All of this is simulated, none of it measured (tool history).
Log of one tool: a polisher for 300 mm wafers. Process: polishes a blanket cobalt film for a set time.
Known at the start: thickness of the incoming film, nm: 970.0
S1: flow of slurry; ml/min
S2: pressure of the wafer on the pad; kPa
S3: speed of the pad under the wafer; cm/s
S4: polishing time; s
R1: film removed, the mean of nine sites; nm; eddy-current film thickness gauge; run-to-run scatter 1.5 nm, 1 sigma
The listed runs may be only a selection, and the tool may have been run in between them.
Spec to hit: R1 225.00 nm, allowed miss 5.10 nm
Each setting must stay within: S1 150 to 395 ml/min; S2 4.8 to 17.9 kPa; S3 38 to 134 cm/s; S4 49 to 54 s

run	hour	S1	S2	S3	S4	R1
1	0.0	250	11.0	86	54	154.71
2	8.8	220	11.0	86	54	152.93
3	10.4	230	12.4	86	54	171.46
4	12.0	230	12.4	78	54	157.85
5	20.5	230	12.4	78	49	142.56
6	26.2	245	13.8	78	49	159.44
7	31.9	245	15.2	80	49	177.56
8	39.2	245	15.9	82	49	191.78
9	43.0	245	16.5	82	49	199.35
10	48.8	245	17.2	82	49	209.71
11	51.0	245	17.9	84	49	218.13

Pick the move, out of 5, that brings all results within their allowed miss; only one does.
A	53.2	285	17.9	72	53	?
B	53.2	225	17.9	80	53	?
C	53.2	270	12.4	102	54	?
D	53.2	310	17.9	70	52	?
E	53.2	255	17.9	72	53	?

move	R1
A	209.51
B	223.17
C	199.69
D	202.35
E	207.17
A: further off than the last run
B: all results in spec
C: further off than the last run
D: further off than the last run
E: further off than the last run
B is the move that brings every result within its allowed miss.
